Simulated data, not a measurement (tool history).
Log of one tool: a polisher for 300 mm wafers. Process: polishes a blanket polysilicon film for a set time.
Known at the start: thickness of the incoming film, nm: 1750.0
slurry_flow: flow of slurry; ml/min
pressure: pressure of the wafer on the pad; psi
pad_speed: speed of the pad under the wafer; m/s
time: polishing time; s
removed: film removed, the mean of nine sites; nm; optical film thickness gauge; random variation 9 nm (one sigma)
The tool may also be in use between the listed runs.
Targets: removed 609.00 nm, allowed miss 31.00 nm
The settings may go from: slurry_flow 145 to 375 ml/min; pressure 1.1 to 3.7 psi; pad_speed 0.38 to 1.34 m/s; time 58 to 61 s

run 1 hour=0.0 | slurry_flow=240 pressure=2.4 pad_speed=0.86 time=58 | removed=371.32
run 2 hour=3.5 | slurry_flow=240 pressure=2.5 pad_speed=0.86 time=58 | removed=400.57
run 3 hour=6.2 | slurry_flow=240 pressure=2.5 pad_speed=0.86 time=61 | removed=410.62
run 4 hour=12.3 | slurry_flow=240 pressure=2.6 pad_speed=0.86 time=61 | removed=427.48
run 5 hour=18.8 | slurry_flow=240 pressure=2.7 pad_speed=0.86 time=61 | removed=433.42
run 6 hour=21.8 | slurry_flow=240 pressure=2.8 pad_speed=0.86 time=61 | removed=457.61
run 7 hour=26.9 | slurry_flow=240 pressure=2.8 pad_speed=0.86 time=61 | removed=456.81
run 8 hour=35.2 | slurry_flow=240 pressure=3.4 pad_speed=0.88 time=61 | removed=559.24

Which of these 4 next moves meets every target?
run A hour=43.5 | slurry_flow=260 pressure=3.5 pad_speed=0.84 time=58 | removed=?
run B hour=43.5 | slurry_flow=260 pressure=3.5 pad_speed=0.92 time=61 | removed=?
run C hour=43.5 | slurry_flow=260 pressure=3.3 pad_speed=0.86 time=58 | removed=?
run D hour=43.5 | slurry_flow=240 pressure=3.1 pad_speed=0.92 time=60 | removed=?

move=A removed=538.28
move=B removed=605.71
move=C removed=517.04
move=D removed=525.60
A: further off than the last run
B: meets every target
C: further off than the last run
D: further off than the last run
Move B is the one to make.
